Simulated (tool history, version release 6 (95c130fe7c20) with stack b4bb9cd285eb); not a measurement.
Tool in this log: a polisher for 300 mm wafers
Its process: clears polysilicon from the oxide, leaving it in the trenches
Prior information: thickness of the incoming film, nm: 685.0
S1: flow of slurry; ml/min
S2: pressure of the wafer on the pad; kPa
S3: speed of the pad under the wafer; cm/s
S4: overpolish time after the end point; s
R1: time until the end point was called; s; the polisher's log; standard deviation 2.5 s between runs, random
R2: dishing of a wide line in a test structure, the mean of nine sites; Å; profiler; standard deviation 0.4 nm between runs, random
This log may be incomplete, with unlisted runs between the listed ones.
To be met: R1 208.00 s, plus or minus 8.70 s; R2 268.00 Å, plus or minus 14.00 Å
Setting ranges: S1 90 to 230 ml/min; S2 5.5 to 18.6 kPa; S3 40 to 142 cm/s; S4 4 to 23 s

{"run": 1, "day": 0.0, "S1": 150, "S2": 11.7, "S3": 90, "S4": 12, "R1": 115.35, "R2": 439.91}
{"run": 2, "day": 0.279, "S1": 150, "S2": 11.7, "S3": 90, "S4": 8, "R1": 111.56, "R2": 342.31}
{"run": 3, "day": 0.362, "S1": 150, "S2": 11.7, "S3": 90, "S4": 6, "R1": 114.42, "R2": 286.41}
{"run": 4, "day": 0.412, "S1": 150, "S2": 11.7, "S3": 72, "S4": 6, "R1": 138.31, "R2": 245.57}
{"run": 5, "day": 0.604, "S1": 150, "S2": 9.7, "S3": 72, "S4": 6, "R1": 164.43, "R2": 215.99}
{"run": 6, "day": 0.654, "S1": 150, "S2": 9.7, "S3": 72, "S4": 9, "R1": 166.02, "R2": 301.44}
{"run": 7, "day": 0.704, "S1": 150, "S2": 9.0, "S3": 72, "S4": 9, "R1": 178.66, "R2": 278.27}
{"run": 8, "day": 0.817, "S1": 150, "S2": 8.3, "S3": 72, "S4": 9, "R1": 190.64, "R2": 271.59}
{"run": 9, "day": 1.096, "S1": 145, "S2": 7.6, "S3": 72, "S4": 9, "R1": 203.42, "R2": 249.62}

4 next moves are on the table. One of them brings every result within its allowed miss. Which?
{"run": "A", "day": 1.375, "S1": 140, "S2": 7.6, "S3": 66, "S4": 11, "R1": "?", "R2": "?"}
{"run": "B", "day": 1.375, "S1": 150, "S2": 7.6, "S3": 64, "S4": 11, "R1": "?", "R2": "?"}
{"run": "C", "day": 1.375, "S1": 120, "S2": 7.6, "S3": 74, "S4": 10, "R1": "?", "R2": "?"}
{"run": "D", "day": 1.375, "S1": 115, "S2": 7.6, "S3": 66, "S4": 11, "R1": "?", "R2": "?"}

move=A R1=226.81 R2=267.81
move=B R1=229.29 R2=265.72
move=C R1=214.04 R2=260.67
move=D R1=237.31 R2=259.17
A: the furthest-off result lands on target, but another misses its tolerance
B: the furthest-off result lands on target, but another misses its tolerance
C: meets every target
D: the furthest-off result lands on target, but another misses its tolerance
So the answer is move C, the one that meets all the targets.
